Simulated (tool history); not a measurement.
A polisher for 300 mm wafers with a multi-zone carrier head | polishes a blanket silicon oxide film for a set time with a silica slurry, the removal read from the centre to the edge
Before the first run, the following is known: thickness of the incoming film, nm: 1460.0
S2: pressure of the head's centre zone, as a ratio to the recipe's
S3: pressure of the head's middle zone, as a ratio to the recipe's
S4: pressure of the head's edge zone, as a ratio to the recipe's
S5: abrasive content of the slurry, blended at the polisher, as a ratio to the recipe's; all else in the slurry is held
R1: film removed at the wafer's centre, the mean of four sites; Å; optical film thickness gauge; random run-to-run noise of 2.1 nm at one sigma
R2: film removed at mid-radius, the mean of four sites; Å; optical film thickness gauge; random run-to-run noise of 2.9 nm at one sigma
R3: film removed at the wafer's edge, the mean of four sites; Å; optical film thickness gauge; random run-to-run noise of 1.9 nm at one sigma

Run 1, hour 0: flow of slurry (ml/min) 305, S2 1, S3 1, S4 1, S5 1, polishing time (s) 58. Result: R1 2685 Å, R2 2556.5 Å, R3 2632.7 Å.
Run 2, hour 1.8: flow of slurry (ml/min) 315, S2 1, S3 1.04, S4 1.03, S5 1, polishing time (s) 58. Result: R1 2714.6 Å, R2 2697.5 Å, R3 2666.7 Å.
Run 3, hour 9.7: flow of slurry (ml/min) 315, S2 0.93, S3 1.04, S4 1.03, S5 1, polishing time (s) 58. Result: R1 2546.9 Å, R2 2677.2 Å, R3 2638.4 Å.
Run 4, hour 17.6: flow of slurry (ml/min) 320, S2 0.93, S3 1.06, S4 1.06, S5 1.05, polishing time (s) 58. Result: R1 2570.6 Å, R2 2783.7 Å, R3 2710.6 Å.
Run 5, hour 22.6: flow of slurry (ml/min) 320, S2 0.93, S3 1.06, S4 1.06, S5 1.05, polishing time (s) 44. Result: R1 1921.9 Å, R2 2130.2 Å, R3 2055.6 Å.
Run 6, hour 30.6: flow of slurry (ml/min) 320, S2 0.93, S3 1.09, S4 1.06, S5 1.05, polishing time (s) 44. Result: R1 1965.6 Å, R2 2166 Å, R3 2065.7 Å.
Run 7, hour 31.2: flow of slurry (ml/min) 320, S2 0.94, S3 1.1, S4 1.08, S5 1.15, polishing time (s) 46. Result: R1 2102.2 Å, R2 2344.1 Å, R3 2238 Å.
Run 8, hour 34.5: flow of slurry (ml/min) 325, S2 0.95, S3 1.12, S4 1.09, S5 1.2, polishing time (s) 47. Result: R1 2239.2 Å, R2 2508.3 Å, R3 2314.2 Å.
Run 9, hour 42.9: flow of slurry (ml/min) 320, S2 0.95, S3 1.12, S4 1.1, S5 1.25, polishing time (s) 48. Result: R1 2286.7 Å, R2 2550.2 Å, R3 2411 Å.
At hour 45.6: slurry nozzle cleaned.
Run 10, hour 45.6: flow of slurry (ml/min) 325, S2 0.95, S3 1.13, S4 1.11, S5 1.3, polishing time (s) 49. Result: R1 2439.3 Å, R2 2721.6 Å, R3 2520.8 Å.

Run 11 comes next. What will it give?
Run 11, hour 50.4: flow of slurry (ml/min) 325, S2 0.95, S3 1.13, S4 1.11, S5 1.3, polishing time (s) 49. Result: R1 ?, R2 ?, R3 ?.

{"run 11": {"R1": 2435.8, "R2": 2764.3, "R3": 2550.9}}
